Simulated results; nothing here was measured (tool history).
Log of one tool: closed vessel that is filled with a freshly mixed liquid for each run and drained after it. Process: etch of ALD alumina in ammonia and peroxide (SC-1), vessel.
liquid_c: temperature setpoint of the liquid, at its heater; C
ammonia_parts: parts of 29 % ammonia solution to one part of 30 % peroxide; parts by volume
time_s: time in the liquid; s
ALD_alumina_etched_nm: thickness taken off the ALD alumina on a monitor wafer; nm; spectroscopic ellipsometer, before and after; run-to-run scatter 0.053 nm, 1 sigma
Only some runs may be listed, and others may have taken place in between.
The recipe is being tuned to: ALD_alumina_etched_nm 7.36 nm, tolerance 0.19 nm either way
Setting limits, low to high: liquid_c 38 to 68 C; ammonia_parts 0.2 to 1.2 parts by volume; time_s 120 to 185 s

run    day  liquid_c  ammonia_parts  time_s  ALD_alumina_etched_nm
  1      0        52            0.8     185                 15.921
  2  0.271        52            0.8     185                 15.786
  3  0.558        52           0.95     185                 16.163
  4  0.621        52           0.95     185                 16.049
  5  0.729        50           0.95     185                  14.39
  6  1.017        48           0.95     185                 12.893
  7  1.138      46.5           0.95     185                 11.805
  8  1.462        45           0.95     185                 10.915
  9  1.712        44           0.95     185                 10.204
 10  1.817        43           0.95     185                 9.6435
 11  2.092      42.5           0.95     185                 9.4723
 12  2.392        42           0.95     185                  9.078

Exercise: of the 5 proposed moves below, exactly one satisfies all targets within the stated allowed misses. Which move is it?
  A  2.692        39            1.1     185                      ?
  B  2.692      39.5           0.95     185                      ?
  C  2.692      45.5           1.05     120                      ?
  D  2.692        39           1.05     185                      ?
  E  2.692        47           0.85     120                      ?

move  ALD_alumina_etched_nm
   A                 7.7939
   B                 7.9166
   C                 7.3389
   D                 7.7593
   E                  7.828
A: nearer than the last run, and not there yet
B: nearer than the last run, and not there yet
C: all results in spec
D: nearer than the last run, and not there yet
E: nearer than the last run, and not there yet
C is the move that brings every result within its allowed miss.
